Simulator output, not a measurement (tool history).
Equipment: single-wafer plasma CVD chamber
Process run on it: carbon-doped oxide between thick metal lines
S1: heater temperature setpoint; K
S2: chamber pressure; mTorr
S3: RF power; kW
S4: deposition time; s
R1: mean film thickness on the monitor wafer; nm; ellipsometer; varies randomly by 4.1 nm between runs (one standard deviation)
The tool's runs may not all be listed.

run	hour	S1	S2	S3	S4	R1
1	0	648.15	3830	0.62	164	781.94
2	7.3	647.15	3940	0.63	164	781.19
3	12.8	647.15	3530	0.63	164	784.43
4	20.2	647.15	3540	0.645	164	784.19
5	27	647.15	3100	0.645	164	778.34
6	30.6	647.15	3100	0.645	164	772.99
7	34.4	647.15	3230	0.655	164	789.3

For run 8, what comes out?
8	42.9	647.15	3310	0.665	164	?

Logged for run 8: R1 800.94 nm.
